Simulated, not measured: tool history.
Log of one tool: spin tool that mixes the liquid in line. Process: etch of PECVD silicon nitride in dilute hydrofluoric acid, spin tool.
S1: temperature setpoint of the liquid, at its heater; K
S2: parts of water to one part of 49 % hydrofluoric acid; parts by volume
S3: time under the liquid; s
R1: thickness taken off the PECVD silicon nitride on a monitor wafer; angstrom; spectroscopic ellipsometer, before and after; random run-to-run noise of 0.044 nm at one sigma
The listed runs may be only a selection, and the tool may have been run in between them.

run 1 day=0 | S1=295.15 S2=40 S3=230 | R1=118.39
run 2 day=0.029 | S1=295.15 S2=40 S3=245 | R1=126.28
run 3 day=0.404 | S1=293.65 S2=45 S3=245 | R1=101.58
run 4 day=0.425 | S1=293.65 S2=45 S3=245 | R1=103.27
run 5 day=0.767 | S1=292.65 S2=50 S3=245 | R1=86.313
run 6 day=1.138 | S1=291.65 S2=50 S3=245 | R1=81.094
run 7 day=1.292 | S1=291.15 S2=50 S3=245 | R1=77.733

Expected results for the next run?
run 8 day=1.371 | S1=290.65 S2=50 S3=245 | R1=?

{"run 8": {"R1": 75.791}}
